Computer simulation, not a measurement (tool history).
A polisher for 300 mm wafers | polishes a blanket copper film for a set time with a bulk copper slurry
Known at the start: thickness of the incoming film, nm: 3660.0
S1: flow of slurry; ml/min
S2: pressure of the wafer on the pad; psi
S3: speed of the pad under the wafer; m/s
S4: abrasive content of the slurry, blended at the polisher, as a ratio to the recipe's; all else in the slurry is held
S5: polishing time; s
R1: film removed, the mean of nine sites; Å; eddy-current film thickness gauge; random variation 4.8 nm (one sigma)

run,hour,S1,S2,S3,S4,S5,R1
1,0.0,305,3.1,1.16,1.00,46,5333.2
2,3.4,305,2.9,1.16,1.00,46,5102.4
3,6.4,305,3.7,1.16,1.00,46,5959.5
4,15.0,305,3.7,1.06,1.00,46,5655.7
5,16.7,305,3.4,1.04,1.00,46,5197.8
6,19.4,305,3.4,1.04,1.15,46,5363.8
7,25.5,305,3.2,1.04,1.15,46,5233.9
8,29.5,305,3.2,1.04,1.15,46,5311.6
9,31.0,305,2.9,1.02,1.15,46,4835.4
10,32.7,305,2.7,1.02,1.15,46,4538.6

Forecast run 11:
11,35.6,305,2.6,1.02,1.15,46,?

Run 11 gave R1 4576.6 Å.
